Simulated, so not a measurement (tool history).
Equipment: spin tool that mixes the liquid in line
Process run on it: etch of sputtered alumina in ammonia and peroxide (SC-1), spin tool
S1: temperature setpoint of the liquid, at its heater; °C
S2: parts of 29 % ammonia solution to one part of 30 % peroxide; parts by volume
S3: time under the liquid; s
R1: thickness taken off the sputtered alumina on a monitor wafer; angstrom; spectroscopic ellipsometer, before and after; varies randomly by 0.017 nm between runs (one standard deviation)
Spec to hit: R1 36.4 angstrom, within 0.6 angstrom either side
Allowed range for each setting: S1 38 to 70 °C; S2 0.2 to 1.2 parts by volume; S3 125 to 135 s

run 1 hour=0 | S1=54 S2=0.9 S3=125 | R1=62.073
run 2 hour=2.6 | S1=52.5 S2=0.9 S3=125 | R1=57.779
run 3 hour=6.4 | S1=51 S2=0.9 S3=125 | R1=52.297
run 4 hour=14.9 | S1=51 S2=0.9 S3=135 | R1=56.97
run 5 hour=19.6 | S1=49.5 S2=0.9 S3=135 | R1=52.819
run 6 hour=21.2 | S1=48.5 S2=0.9 S3=135 | R1=49.848
run 7 hour=23.1 | S1=47.5 S2=0.9 S3=135 | R1=46.464
run 8 hour=25.6 | S1=47.5 S2=0.9 S3=135 | R1=47.007
run 9 hour=29.7 | S1=47 S2=0.9 S3=135 | R1=45.615
run 10 hour=36 | S1=46.5 S2=0.9 S3=135 | R1=44.642
run 11 hour=37.5 | S1=46 S2=0.9 S3=135 | R1=43.358
run 12 hour=42.4 | S1=45.5 S2=0.9 S3=135 | R1=41.74
run 13 hour=49.6 | S1=45 S2=0.9 S3=135 | R1=40.596
run 14 hour=50.3 | S1=44.5 S2=0.9 S3=135 | R1=39.686
run 15 hour=57.2 | S1=44 S2=0.9 S3=135 | R1=38.36
run 16 hour=63.2 | S1=43.5 S2=0.9 S3=135 | R1=37.455

Exercise: of the 4 proposed moves below, exactly one satisfies all targets within the stated allowed misses. Which move is it?
run A hour=69.2 | S1=44 S2=1.1 S3=135 | R1=?
run B hour=69.2 | S1=46 S2=0.7 S3=125 | R1=?
run C hour=69.2 | S1=44 S2=0.5 S3=135 | R1=?
run D hour=69.2 | S1=44 S2=1 S3=135 | R1=?

move=A R1=39.119
move=B R1=38.876
move=C R1=36.283
move=D R1=38.764
A: lands further from the targets than the last run did
B: lands further from the targets than the last run did
C: meets every target
D: lands further from the targets than the last run did
Move C is the one to make.
